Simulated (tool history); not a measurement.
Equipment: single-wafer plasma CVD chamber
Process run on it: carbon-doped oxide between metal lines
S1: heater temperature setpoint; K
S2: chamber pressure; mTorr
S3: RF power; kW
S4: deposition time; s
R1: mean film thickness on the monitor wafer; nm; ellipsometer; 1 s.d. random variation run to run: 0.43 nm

run	hour	S1	S2	S3	S4	R1
1	0.0	633.15	5690	0.465	24.0	117.04
2	5.0	631.15	5780	0.465	24.0	117.85
3	10.1	629.15	5860	0.465	24.0	119.29
4	11.1	629.15	6760	0.465	24.0	120.42
5	15.7	628.15	6800	0.465	24.0	121.20
6	17.3	627.15	6830	0.465	24.0	121.22
7	25.0	626.15	6860	0.465	24.0	120.53

What does the tool deliver on the next run?
8	25.9	626.15	6930	0.465	24.0	?

R1: 121.30 nm

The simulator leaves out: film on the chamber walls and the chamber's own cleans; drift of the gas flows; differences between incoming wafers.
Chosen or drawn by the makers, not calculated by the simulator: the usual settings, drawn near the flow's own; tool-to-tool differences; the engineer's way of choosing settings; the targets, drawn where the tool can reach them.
